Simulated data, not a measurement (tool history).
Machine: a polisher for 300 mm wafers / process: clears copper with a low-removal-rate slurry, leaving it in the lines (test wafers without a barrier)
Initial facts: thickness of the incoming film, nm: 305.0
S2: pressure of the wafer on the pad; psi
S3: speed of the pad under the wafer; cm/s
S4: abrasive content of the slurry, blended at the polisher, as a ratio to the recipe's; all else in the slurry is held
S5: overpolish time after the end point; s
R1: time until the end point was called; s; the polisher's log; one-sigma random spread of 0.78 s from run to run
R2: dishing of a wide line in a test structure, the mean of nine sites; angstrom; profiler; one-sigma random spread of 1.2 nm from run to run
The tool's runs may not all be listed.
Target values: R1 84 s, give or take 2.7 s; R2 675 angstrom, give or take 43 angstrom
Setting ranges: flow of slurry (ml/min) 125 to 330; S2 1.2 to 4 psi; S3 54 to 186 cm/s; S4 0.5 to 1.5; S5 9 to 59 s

Run 1, day 0: flow of slurry (ml/min) 210, S2 2.6 psi, S3 118 cm/s, S4 1, S5 30 s. Result: R1 100.5 s, R2 541.03 angstrom.
Run 2, day 0.192: flow of slurry (ml/min) 210, S2 2.3 psi, S3 118 cm/s, S4 1, S5 30 s. Result: R1 114.26 s, R2 498.95 angstrom.
Run 3, day 0.567: flow of slurry (ml/min) 190, S2 2.3 psi, S3 118 cm/s, S4 1, S5 30 s. Result: R1 115.15 s, R2 501.6 angstrom.
Run 4, day 0.908: flow of slurry (ml/min) 190, S2 2.4 psi, S3 118 cm/s, S4 1, S5 31 s. Result: R1 109.94 s, R2 511.44 angstrom.
Run 5, day 1.117: flow of slurry (ml/min) 190, S2 2.5 psi, S3 118 cm/s, S4 1, S5 32 s. Result: R1 105.28 s, R2 531.3 angstrom.
Run 6, day 1.488: flow of slurry (ml/min) 155, S2 2.5 psi, S3 118 cm/s, S4 1, S5 32 s. Result: R1 110.48 s, R2 531.48 angstrom.
Run 7, day 1.683: flow of slurry (ml/min) 170, S2 2.6 psi, S3 118 cm/s, S4 1, S5 33 s. Result: R1 105.48 s, R2 577.83 angstrom.
Run 8, day 2.046: flow of slurry (ml/min) 180, S2 2.7 psi, S3 118 cm/s, S4 1, S5 33 s. Result: R1 99.327 s, R2 601.18 angstrom.
Run 9, day 2.342: flow of slurry (ml/min) 190, S2 2.7 psi, S3 118 cm/s, S4 1, S5 33 s. Result: R1 98.257 s, R2 587.22 angstrom.
Run 10, day 2.517: flow of slurry (ml/min) 200, S2 2.7 psi, S3 118 cm/s, S4 1, S5 33 s. Result: R1 97.775 s, R2 598.88 angstrom.
Run 11, day 2.596: flow of slurry (ml/min) 210, S2 2.7 psi, S3 118 cm/s, S4 1, S5 33 s. Result: R1 95.741 s, R2 606.64 angstrom.
Run 12, day 2.946: flow of slurry (ml/min) 220, S2 2.7 psi, S3 118 cm/s, S4 1, S5 33 s. Result: R1 97.862 s, R2 577.9 angstrom.

4 candidate next runs follow, results not yet known. Just one meets every target within its allowed miss. Identify it.
Run A, day 3.296: flow of slurry (ml/min) 280, S2 3 psi, S3 106 cm/s, S4 1.3, S5 26 s. Result: R1 ?, R2 ?.
Run B, day 3.296: flow of slurry (ml/min) 205, S2 2.7 psi, S3 128 cm/s, S4 1.05, S5 30 s. Result: R1 ?, R2 ?.
Run C, day 3.296: flow of slurry (ml/min) 195, S2 2.7 psi, S3 136 cm/s, S4 1.1, S5 34 s. Result: R1 ?, R2 ?.
Run D, day 3.296: flow of slurry (ml/min) 230, S2 2 psi, S3 112 cm/s, S4 1.3, S5 54 s. Result: R1 ?, R2 ?.

move      R1      R2
   A  89.214  543.95
   B  88.538  598.58
   C  83.411  675.46
   D  126.69  664.19
A: an improvement on the last run, though not all results are within tolerance
B: an improvement on the last run, though not all results are within tolerance
C: each result inside its tolerance
D: moves away from the targets compared with the last run
The right move is C.

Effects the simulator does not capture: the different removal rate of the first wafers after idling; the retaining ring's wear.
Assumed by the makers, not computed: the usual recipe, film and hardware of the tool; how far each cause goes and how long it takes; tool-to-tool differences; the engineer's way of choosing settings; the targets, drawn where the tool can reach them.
